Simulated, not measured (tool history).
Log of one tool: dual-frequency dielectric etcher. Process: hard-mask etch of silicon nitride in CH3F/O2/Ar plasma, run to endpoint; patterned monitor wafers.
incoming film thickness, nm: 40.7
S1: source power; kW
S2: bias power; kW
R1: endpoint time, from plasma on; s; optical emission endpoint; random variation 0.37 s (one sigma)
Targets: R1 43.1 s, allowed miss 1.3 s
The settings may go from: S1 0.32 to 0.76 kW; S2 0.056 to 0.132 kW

| run | hour | S1 | S2 | R1 |
|---|---|---|---|---|
| 1 | 0 | 0.54 | 0.094 | 52.571 |
| 2 | 5.2 | 0.59 | 0.099 | 49.289 |
| 3 | 13.7 | 0.52 | 0.099 | 53.25 |
| 4 | 22.3 | 0.45 | 0.099 | 55.363 |
| 5 | 27 | 0.45 | 0.105 | 54.524 |
| 6 | 28.2 | 0.45 | 0.095 | 56.922 |
| 7 | 32.2 | 0.52 | 0.099 | 53.364 |
| 8 | 34.1 | 0.57 | 0.104 | 48.931 |
| 9 | 40.7 | 0.6 | 0.105 | 48.286 |
|  | 48.2 | bias power generator calibrated |
| 10 | 48.2 | 0.63 | 0.107 | 47.139 |
| 11 | 55.1 | 0.65 | 0.109 | 46.562 |
| 12 | 56.8 | 0.67 | 0.111 | 44.944 |

4 next moves are on the table. One of them brings every result within its allowed miss. Which?
| A | 58.5 | 0.76 | 0.104 | ? |
| B | 58.5 | 0.57 | 0.114 | ? |
| C | 58.5 | 0.61 | 0.1 | ? |
| D | 58.5 | 0.63 | 0.103 | ? |

| move | R1 |
|---|---|
| A | 43.069 |
| B | 47.129 |
| C | 47.806 |
| D | 46.715 |
A: meets every target
B: further off than the last run
C: further off than the last run
D: further off than the last run
Move A is the one to make.
